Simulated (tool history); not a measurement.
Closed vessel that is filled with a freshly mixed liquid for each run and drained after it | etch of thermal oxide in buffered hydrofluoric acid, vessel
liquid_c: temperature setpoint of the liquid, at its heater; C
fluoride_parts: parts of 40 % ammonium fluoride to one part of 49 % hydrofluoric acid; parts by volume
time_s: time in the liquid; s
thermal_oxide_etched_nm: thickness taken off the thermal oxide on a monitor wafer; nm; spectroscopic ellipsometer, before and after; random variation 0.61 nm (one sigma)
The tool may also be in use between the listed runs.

run  hour  liquid_c  fluoride_parts  time_s  thermal_oxide_etched_nm
  1   0.0      23.0            17.5      95                   63.367
  2   5.9      24.0            17.5      95                   66.087
  3  13.0      24.0            17.5     100                   70.722
  4  13.7      24.0            20.5     100                   60.614
  5  17.3      25.5            20.5     100                   66.130
  6  20.3      26.5            20.5     100                   69.444
  7  23.8      27.5            20.5     100                   72.606

Run 8 comes next. What will it give?
  8  24.8      28.0            20.5     100                        ?

{"run 8": {"thermal_oxide_etched_nm": 75.783}}

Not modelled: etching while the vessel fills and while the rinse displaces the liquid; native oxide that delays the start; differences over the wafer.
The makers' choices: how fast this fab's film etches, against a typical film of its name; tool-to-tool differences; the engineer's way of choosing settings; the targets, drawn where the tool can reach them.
